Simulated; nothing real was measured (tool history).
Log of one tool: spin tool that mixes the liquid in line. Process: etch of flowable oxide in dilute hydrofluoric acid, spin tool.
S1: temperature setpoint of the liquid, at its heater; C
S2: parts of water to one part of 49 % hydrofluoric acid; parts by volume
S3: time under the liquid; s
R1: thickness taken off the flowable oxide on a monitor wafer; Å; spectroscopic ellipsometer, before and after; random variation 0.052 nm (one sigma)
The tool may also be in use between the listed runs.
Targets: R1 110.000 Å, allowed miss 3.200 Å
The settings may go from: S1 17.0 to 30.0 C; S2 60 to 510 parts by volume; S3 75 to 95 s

run    day    S1   S2  S3       R1
  1  0.000  22.0  285  95   84.919
  2  0.158  23.5  285  95   89.727
  3  0.312  23.5  190  95  148.090
  4  0.421  23.5  190  95  149.690
  5  0.492  22.5  195  95  139.070
  6  0.829  25.0  195  95  152.060
  7  1.150  23.5  200  95  140.370
  8  1.475  19.5  205  95  117.300
  9  1.550  19.0  205  95  115.030

Which of these 5 next moves meets every target?
  A  1.625  18.0  175  75   ?
  B  1.625  17.0  210  95   ?
  C  1.625  17.5  185  80   ?
  D  1.625  23.5  230  95   ?
  E  1.625  23.5  245  95   ?

move       R1
   A  104.490
   B  102.580
   C  102.360
   D  117.650
   E  108.770
A: takes the result that was furthest off past its target
B: takes the result that was furthest off past its target
C: takes the result that was furthest off past its target
D: further off than the last run
E: meets every target
Answer: E
